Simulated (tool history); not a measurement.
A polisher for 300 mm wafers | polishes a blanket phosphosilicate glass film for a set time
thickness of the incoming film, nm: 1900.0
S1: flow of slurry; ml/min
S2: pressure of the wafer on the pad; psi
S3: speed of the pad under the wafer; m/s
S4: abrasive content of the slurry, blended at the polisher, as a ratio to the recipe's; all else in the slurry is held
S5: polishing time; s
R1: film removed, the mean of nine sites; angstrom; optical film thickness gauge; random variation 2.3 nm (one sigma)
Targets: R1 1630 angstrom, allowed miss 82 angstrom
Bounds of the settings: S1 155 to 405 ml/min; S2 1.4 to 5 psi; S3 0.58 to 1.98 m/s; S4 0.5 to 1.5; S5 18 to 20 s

run	hour	S1	S2	S3	S4	S5	R1
1	0	260	3.2	1.28	1	20	2243.3
2	4.1	260	3	1.28	1	20	2072.4
3	6.1	260	2.9	1.28	1	20	2101.1
4	15.1	260	2.7	1.26	1	20	1946.9
5	20.9	260	2.6	1.26	1	20	1927.4
6	23.1	260	2.5	1.26	1	20	1852.2
7	28.7	260	2.4	1.26	1	20	1808.8
8	31.1	260	2.3	1.26	1	20	1715.6

4 next moves are on the table. One of them brings every result within its allowed miss. Which?
A	33.5	245	3.5	1	0.95	20	?
B	33.5	200	3.6	0.88	1.05	20	?
C	33.5	345	2	1.14	1	18	?
D	33.5	250	2.4	1.28	1	18	?

move	R1
A	1857
B	1752.2
C	1351.6
D	1595.6
A: further off than the last run
B: further off than the last run
C: takes the result that was furthest off past its target
D: meets every target
The right move is D.

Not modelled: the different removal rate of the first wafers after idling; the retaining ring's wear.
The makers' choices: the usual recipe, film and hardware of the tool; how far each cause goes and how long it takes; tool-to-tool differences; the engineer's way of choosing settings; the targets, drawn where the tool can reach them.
